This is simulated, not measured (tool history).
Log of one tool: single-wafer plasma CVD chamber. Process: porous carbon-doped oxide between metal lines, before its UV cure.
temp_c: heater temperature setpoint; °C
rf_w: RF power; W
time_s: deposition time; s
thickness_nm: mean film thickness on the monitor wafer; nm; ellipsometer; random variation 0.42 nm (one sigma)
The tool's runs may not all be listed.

| run | hour | temp_c | rf_w | time_s | thickness_nm |
|---|---|---|---|---|---|
| 1 | 0 | 285 | 450 | 29.4 | 166.8 |
| 2 | 2.7 | 284 | 450 | 29.4 | 168.02 |
| 3 | 4.6 | 283 | 450 | 29.4 | 168.39 |
| 4 | 11.8 | 283 | 400 | 29.4 | 154.16 |
| 5 | 12.3 | 283 | 400 | 29.4 | 153.64 |
| 6 | 19.5 | 281 | 400 | 29.4 | 156 |
| 7 | 24.3 | 269 | 410 | 29.4 | 171.88 |
| 8 | 31.3 | 268 | 410 | 29.4 | 172.67 |
| 9 | 37.3 | 267 | 410 | 29.4 | 174.41 |

The next listed run, before its measurement:
| 10 | 39.9 | 265 | 410 | 29.4 | ? |

Run 10 gave thickness_nm 176.72 nm.

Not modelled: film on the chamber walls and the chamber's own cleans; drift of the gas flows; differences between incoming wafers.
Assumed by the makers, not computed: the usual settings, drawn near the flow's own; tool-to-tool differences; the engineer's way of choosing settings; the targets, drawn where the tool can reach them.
